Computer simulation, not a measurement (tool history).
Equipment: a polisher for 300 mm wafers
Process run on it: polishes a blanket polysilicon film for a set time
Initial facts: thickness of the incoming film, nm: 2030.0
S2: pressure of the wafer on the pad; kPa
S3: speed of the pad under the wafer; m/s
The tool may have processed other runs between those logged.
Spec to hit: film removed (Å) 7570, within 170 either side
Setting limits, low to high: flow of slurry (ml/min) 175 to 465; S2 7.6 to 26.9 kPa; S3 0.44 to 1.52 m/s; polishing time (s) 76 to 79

{"run": 1, "hour": 0.0, "flow of slurry (ml/min)": 295, "S2": 17.2, "S3": 0.98, "polishing time (s)": 76, "film removed (Å)": 5303.2}
{"run": 2, "hour": 7.5, "flow of slurry (ml/min)": 300, "S2": 17.9, "S3": 0.98, "polishing time (s)": 76, "film removed (Å)": 5535.7}
{"run": 3, "hour": 16.4, "flow of slurry (ml/min)": 300, "S2": 17.9, "S3": 0.86, "polishing time (s)": 76, "film removed (Å)": 5005.5}
{"run": 4, "hour": 21.8, "flow of slurry (ml/min)": 300, "S2": 20.7, "S3": 0.86, "polishing time (s)": 76, "film removed (Å)": 5725.8}
{"run": 5, "hour": 22.9, "flow of slurry (ml/min)": 305, "S2": 21.4, "S3": 0.86, "polishing time (s)": 76, "film removed (Å)": 5789.7}
{"run": 6, "hour": 24.8, "flow of slurry (ml/min)": 335, "S2": 21.4, "S3": 0.86, "polishing time (s)": 76, "film removed (Å)": 5807.5}
{"run": 7, "hour": 26.2, "flow of slurry (ml/min)": 335, "S2": 22.1, "S3": 0.86, "polishing time (s)": 76, "film removed (Å)": 6031.2}
{"run": 8, "hour": 27.3, "flow of slurry (ml/min)": 335, "S2": 22.8, "S3": 0.86, "polishing time (s)": 76, "film removed (Å)": 6167.7}
{"run": 9, "hour": 31.5, "flow of slurry (ml/min)": 335, "S2": 23.4, "S3": 0.86, "polishing time (s)": 76, "film removed (Å)": 6360.8}
{"run": 10, "hour": 34.2, "flow of slurry (ml/min)": 335, "S2": 24.1, "S3": 0.86, "polishing time (s)": 76, "film removed (Å)": 6463.3}
{"run": 11, "hour": 42.9, "flow of slurry (ml/min)": 335, "S2": 24.8, "S3": 0.86, "polishing time (s)": 76, "film removed (Å)": 6656.3}
{"run": 12, "hour": 48.9, "flow of slurry (ml/min)": 335, "S2": 26.2, "S3": 0.9, "polishing time (s)": 76, "film removed (Å)": 7169.3}

Of the 4 settings listed for the next run, only one would bring every result within its allowed miss of target. Which one?
{"run": "A", "hour": 54.9, "flow of slurry (ml/min)": 340, "S2": 26.2, "S3": 0.82, "polishing time (s)": 76, "film removed (Å)": "?"}
{"run": "B", "hour": 54.9, "flow of slurry (ml/min)": 385, "S2": 26.9, "S3": 0.74, "polishing time (s)": 79, "film removed (Å)": "?"}
{"run": "C", "hour": 54.9, "flow of slurry (ml/min)": 320, "S2": 22.8, "S3": 1.08, "polishing time (s)": 78, "film removed (Å)": "?"}
{"run": "D", "hour": 54.9, "flow of slurry (ml/min)": 375, "S2": 24.1, "S3": 0.94, "polishing time (s)": 76, "film removed (Å)": "?"}

move=A film_removed_(Å)=6698.5
move=B film_removed_(Å)=6670.3
move=C film_removed_(Å)=7482.6
move=D film_removed_(Å)=6971.7
A: the biggest miss grows against the last run
B: the biggest miss grows against the last run
C: all results land within tolerance of their targets
D: the biggest miss grows against the last run
C is the move that brings every result within its allowed miss.

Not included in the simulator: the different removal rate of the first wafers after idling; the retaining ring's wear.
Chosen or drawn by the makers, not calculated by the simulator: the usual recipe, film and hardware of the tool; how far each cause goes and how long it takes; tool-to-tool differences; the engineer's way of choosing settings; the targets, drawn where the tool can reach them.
